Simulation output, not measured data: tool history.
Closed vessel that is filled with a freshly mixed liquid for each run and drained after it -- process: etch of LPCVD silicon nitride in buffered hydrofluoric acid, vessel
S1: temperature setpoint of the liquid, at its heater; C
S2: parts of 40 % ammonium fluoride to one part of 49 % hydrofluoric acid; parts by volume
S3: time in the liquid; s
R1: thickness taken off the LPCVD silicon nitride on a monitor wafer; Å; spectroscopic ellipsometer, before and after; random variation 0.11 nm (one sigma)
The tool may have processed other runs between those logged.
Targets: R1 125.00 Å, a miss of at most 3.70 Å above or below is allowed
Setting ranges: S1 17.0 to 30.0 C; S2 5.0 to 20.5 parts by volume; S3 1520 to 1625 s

run	hour	S1	S2	S3	R1
1	0.0	22.0	12.5	1520	159.52
2	7.4	21.0	12.5	1520	151.77
3	13.8	20.0	12.5	1520	139.91
4	21.1	20.0	11.0	1520	162.73
5	30.4	20.0	13.0	1520	137.19
6	32.6	22.5	13.0	1520	157.34
7	40.2	21.5	13.0	1520	149.96
8	47.4	21.0	13.0	1520	144.74
9	56.5	21.0	13.0	1520	144.06

Which of these 4 next moves meets every target?
A	65.6	17.5	12.5	1625	?
B	65.6	17.0	12.5	1570	?
C	65.6	17.5	12.0	1570	?
D	65.6	23.0	12.0	1595	?

move	R1
A	131.25
B	123.24
C	131.98
D	182.38
A: nearer than the last run, and not there yet
B: meets every target
C: nearer than the last run, and not there yet
D: its largest miss is bigger than the last run's
So the answer is move B, the one that meets all the targets.
